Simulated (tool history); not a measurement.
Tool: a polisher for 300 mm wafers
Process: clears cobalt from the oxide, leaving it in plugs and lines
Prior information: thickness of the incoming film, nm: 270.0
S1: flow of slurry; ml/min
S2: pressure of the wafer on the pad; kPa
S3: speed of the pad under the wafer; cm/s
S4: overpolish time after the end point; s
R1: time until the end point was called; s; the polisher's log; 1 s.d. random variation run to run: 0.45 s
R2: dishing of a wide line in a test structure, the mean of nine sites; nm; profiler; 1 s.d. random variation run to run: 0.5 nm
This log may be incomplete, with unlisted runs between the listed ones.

run  hour   S1    S2  S3  S4      R1      R2
  1     0  225  13.1  78  10  56.562  30.532
  2   6.2  225  13.1  78  13  56.096  35.813
  3  10.2  225  13.8  78  12  54.686  35.141
  4  16.6  225  11.7  78  12  63.384  32.489
  5  24.2  225  13.1  78  11  57.807   33.15
  6  27.4  255  13.1  78  11  55.307  33.449
  7  35.7  260  13.8  78  10  54.402  32.503
  8    40  260  14.5  78  10  51.815  33.747
  9  48.3  260  15.2  78   9  47.812  31.416
 10  55.6  260  15.9  78   9  47.711  32.333
 11  63.1  265  16.5  78   9  44.598  32.488
 12  68.6  265  17.2  78   9  43.402  34.757
 13  75.6  265  17.2  78   9   42.91   34.15
 14  81.4  270  18.6  78   8  40.692  34.271
 15  89.7  270  18.6  78   8  40.832  33.285

For run 16, what comes out?
 16  91.5  275  18.6  78   8   ?   ?

R1: 40.66 s
R2: 33.423 nm
